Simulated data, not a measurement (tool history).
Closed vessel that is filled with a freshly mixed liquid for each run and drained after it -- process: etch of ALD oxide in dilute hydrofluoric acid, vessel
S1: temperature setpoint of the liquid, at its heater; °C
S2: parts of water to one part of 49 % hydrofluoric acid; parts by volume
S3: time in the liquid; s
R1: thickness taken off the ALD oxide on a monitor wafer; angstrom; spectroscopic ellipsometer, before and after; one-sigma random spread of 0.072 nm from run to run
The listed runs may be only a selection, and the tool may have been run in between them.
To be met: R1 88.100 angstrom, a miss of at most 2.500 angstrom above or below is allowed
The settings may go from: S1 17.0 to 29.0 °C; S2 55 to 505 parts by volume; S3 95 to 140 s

run  hour    S1   S2   S3      R1
  1   0.0  21.0  280  140  56.745
  2   1.3  23.0  270  140  63.492
  3   4.9  23.0  270   95  43.520
  4  11.8  22.0  225   95  52.017
     14.6  -- hydrofluoric acid flow meter replaced
  5  14.6  24.0  225   95  62.620
  6  21.8  25.5  220   95  68.246
  7  26.2  25.5  220   95  68.069
  8  33.6  26.5  215   95  72.691

Which single option among these 4 for the next run brings every result within its allowed miss of target? Just one does.
  A  41.0  27.0  310  130   ?
  B  41.0  25.0  235  135   ?
  C  41.0  25.0  260   95   ?
  D  41.0  26.0  330  135   ?

move      R1
   A  63.247
   B  87.440
   C  54.181
   D  58.493
A: the biggest miss grows against the last run
B: every result within its allowed miss
C: the biggest miss grows against the last run
D: the biggest miss grows against the last run
Answer: B
